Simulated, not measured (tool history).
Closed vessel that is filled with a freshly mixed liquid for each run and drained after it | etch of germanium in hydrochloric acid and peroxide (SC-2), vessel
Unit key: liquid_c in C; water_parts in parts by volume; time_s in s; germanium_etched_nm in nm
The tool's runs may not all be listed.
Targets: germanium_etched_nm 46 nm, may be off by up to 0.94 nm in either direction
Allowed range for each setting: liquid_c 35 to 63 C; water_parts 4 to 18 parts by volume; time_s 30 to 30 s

run	hour	liquid_c	water_parts	time_s	germanium_etched_nm
1	0	47	10	30	40.793
2	5.6	48	10	30	41.987
3	13	49	10	30	43.325
4	19.2	49	10	30	43.534
5	25.3	43.5	10	30	36.272
# hour 30.6: thermometer replaced
6	30.6	37	10	30	28.258
7	32.8	41	10	30	32.464
8	35.7	43.5	10	30	35.06
9	42.5	45.5	10	30	37.485
10	46.4	47	10	30	39.636
11	47.1	48	10	30	40.8
12	55.8	49	10	30	41.984
13	59.2	50	10	30	43.488
14	66.9	50.5	10	30	44.374
15	71.7	51	10	30	44.696

Below are 4 possible settings for the next run. Only one of them brings all results inside the allowed miss of their targets. Which is it?
A	76.5	50.5	13.5	30	?
B	76.5	51.5	12.5	30	?
C	76.5	52	10	30	?
D	76.5	50	9	30	?

move	germanium_etched_nm
A	42.705
B	44.491
C	46.323
D	43.922
A: lands further from the targets than the last run did
B: lands further from the targets than the last run did
C: every result within its allowed miss
D: lands further from the targets than the last run did
C meets every target.

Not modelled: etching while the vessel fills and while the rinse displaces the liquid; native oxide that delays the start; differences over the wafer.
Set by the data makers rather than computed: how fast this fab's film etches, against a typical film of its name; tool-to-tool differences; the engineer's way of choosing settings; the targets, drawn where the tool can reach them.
